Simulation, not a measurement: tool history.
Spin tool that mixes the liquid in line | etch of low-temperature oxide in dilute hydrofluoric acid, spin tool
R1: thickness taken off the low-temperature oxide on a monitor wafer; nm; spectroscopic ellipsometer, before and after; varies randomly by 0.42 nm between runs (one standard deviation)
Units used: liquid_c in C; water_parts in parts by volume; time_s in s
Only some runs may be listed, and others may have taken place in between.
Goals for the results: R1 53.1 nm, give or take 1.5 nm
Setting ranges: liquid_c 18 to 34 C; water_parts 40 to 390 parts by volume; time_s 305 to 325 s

{"run": 1, "hour": 0.0, "liquid_c": 26, "water_parts": 215, "time_s": 305, "R1": 25.856}
{"run": 2, "hour": 4.3, "liquid_c": 27.5, "water_parts": 200, "time_s": 305, "R1": 30.105}
{"run": 3, "hour": 11.7, "liquid_c": 29, "water_parts": 200, "time_s": 305, "R1": 31.477}
{"run": 4, "hour": 20.5, "liquid_c": 32, "water_parts": 200, "time_s": 305, "R1": 35.646}
{"run": 5, "hour": 24.1, "liquid_c": 32.5, "water_parts": 190, "time_s": 305, "R1": 38.734}
{"run": 6, "hour": 30.9, "liquid_c": 33, "water_parts": 180, "time_s": 305, "R1": 41.973}
{"run": 7, "hour": 31.5, "liquid_c": 34, "water_parts": 140, "time_s": 305, "R1": 58.535}
{"run": 8, "hour": 38.2, "liquid_c": 33.5, "water_parts": 140, "time_s": 305, "R1": 58.161}
{"run": 9, "hour": 39.5, "liquid_c": 33, "water_parts": 140, "time_s": 305, "R1": 56.546}

Pick the move, out of 4, that brings all results within their allowed miss; only one does.
{"run": "A", "hour": 40.8, "liquid_c": 29, "water_parts": 135, "time_s": 315, "R1": "?"}
{"run": "B", "hour": 40.8, "liquid_c": 33, "water_parts": 140, "time_s": 325, "R1": "?"}
{"run": "C", "hour": 40.8, "liquid_c": 34, "water_parts": 145, "time_s": 325, "R1": "?"}
{"run": "D", "hour": 40.8, "liquid_c": 31, "water_parts": 130, "time_s": 305, "R1": "?"}

move=A R1=53.336
move=B R1=60.854
move=C R1=60.408
move=D R1=58.076
A: all results in spec
B: misses by more than the last run did
C: misses by more than the last run did
D: misses by more than the last run did
A meets every target.
